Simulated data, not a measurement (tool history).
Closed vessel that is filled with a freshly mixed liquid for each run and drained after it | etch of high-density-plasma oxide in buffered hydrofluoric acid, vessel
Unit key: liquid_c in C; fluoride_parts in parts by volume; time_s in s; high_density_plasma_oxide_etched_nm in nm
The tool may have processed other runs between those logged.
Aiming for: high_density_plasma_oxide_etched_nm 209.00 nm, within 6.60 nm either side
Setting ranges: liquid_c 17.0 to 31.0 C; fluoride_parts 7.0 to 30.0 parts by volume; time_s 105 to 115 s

run	day	liquid_c	fluoride_parts	time_s	high_density_plasma_oxide_etched_nm
1	0.000	23.0	20.0	105	136.80
2	0.371	23.0	16.0	105	168.83
3	0.442	25.0	16.0	105	186.49
4	0.621	28.5	16.0	105	225.98
5	0.738	28.5	16.0	115	251.43
6	0.896	27.5	16.0	115	233.35
7	1.212	27.0	16.0	115	229.96
8	1.579	26.5	16.0	115	223.66
9	1.775	26.0	16.0	115	217.60

Pick the move, out of 4, that brings all results within their allowed miss; only one does.
A	1.971	23.0	13.0	105	?
B	1.971	25.5	15.0	115	?
C	1.971	29.0	18.0	115	?
D	1.971	27.0	16.5	115	?

move	high_density_plasma_oxide_etched_nm
A	203.01
B	221.43
C	223.26
D	218.60
A: every result within its allowed miss
B: its largest miss is bigger than the last run's
C: its largest miss is bigger than the last run's
D: its largest miss is bigger than the last run's
Move A is the one to make.
